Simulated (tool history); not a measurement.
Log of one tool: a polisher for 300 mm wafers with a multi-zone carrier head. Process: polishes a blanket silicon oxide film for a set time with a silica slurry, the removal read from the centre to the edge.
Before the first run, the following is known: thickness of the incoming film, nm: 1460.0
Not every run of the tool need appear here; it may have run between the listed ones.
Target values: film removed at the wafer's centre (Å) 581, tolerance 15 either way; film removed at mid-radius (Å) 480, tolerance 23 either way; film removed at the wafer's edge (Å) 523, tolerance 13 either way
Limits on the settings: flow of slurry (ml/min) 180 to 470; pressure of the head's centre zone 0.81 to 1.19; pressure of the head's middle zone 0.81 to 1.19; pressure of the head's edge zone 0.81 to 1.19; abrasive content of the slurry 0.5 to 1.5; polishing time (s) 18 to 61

run	day	flow of slurry (ml/min)	pressure of the head's centre zone	pressure of the head's middle zone	pressure of the head's edge zone	abrasive content of the slurry	polishing time (s)	film removed at the wafer's centre (Å)	film removed at mid-radius (Å)	film removed at the wafer's edge (Å)
1	0	300	1	1	1	1	39	773.48	766.64	778.93
2	0.088	300	1.07	1	1	1	39	823.38	750.97	773.55
3	0.304	300	1.1	1	1	1	39	846.78	760.67	776.4
4	0.671	300	1.1	1	1	1	43	929.65	828.72	861.29
5	1.021	300	1.09	0.97	0.97	0.9	41	837.32	726.46	750.12
6	1.275	290	1.06	0.93	0.95	0.8	41	762.05	646.85	702.03
7	1.417	295	1.05	0.92	0.92	0.75	40	703.58	616.57	653.08
8	1.592	290	1.05	0.9	0.9	0.7	40	677.87	580.23	627.43
9	1.838	290	1.05	0.89	0.88	0.65	40	645.91	538.15	578.06
10	2.042	255	0.98	0.82	0.81	0.65	40	592.13	503.01	556.68
11	2.108	255	0.99	0.82	0.81	0.65	40	601.45	498.22	551.39
12	2.483	250	0.99	0.82	0.81	0.65	40	589.88	492.09	555.58
13	2.638	265	1.03	0.86	0.81	0.5	40	517.3	439.18	464.34
14	2.854	300	1.03	0.85	0.82	0.5	40	521.68	428.02	471.21
15	2.917	290	1.04	0.86	0.84	0.5	40	526.82	430.67	475.1
16	3.054	290	1.05	0.88	0.86	0.5	40	532.93	446.04	486.3
17	3.183	290	1.06	0.89	0.88	0.5	40	537.55	452.25	484.75
18	3.288	295	1.07	0.89	0.9	0.5	40	547.2	449.38	496.12

Consider the 5 candidate settings below. Which is the only one whose results all fall within their allowed miss of target?
A	3.392	270	1.04	0.94	0.85	0.6	39	?	?	?
B	3.392	275	1.04	1.04	0.85	0.55	38	?	?	?
C	3.392	280	1.08	0.96	0.9	0.6	35	?	?	?
D	3.392	330	1.05	0.88	0.88	0.55	40	?	?	?
E	3.392	415	1.08	1.03	0.81	0.65	33	?	?	?

move	film removed at the wafer's centre (Å)	film removed at mid-radius (Å)	film removed at the wafer's edge (Å)
A	582.64	525.81	526.61
B	535.82	525.99	482.73
C	545.48	482.96	486.93
D	585.96	494.44	527.64
E	575.66	537.33	480.1
A: the worst result of the last run now meets its target, but another is out of spec
B: moves away from the targets compared with the last run
C: moves away from the targets compared with the last run
D: every result lands within tolerance
E: the worst result of the last run now meets its target, but another is out of spec
Correct choice: D, which meets every target
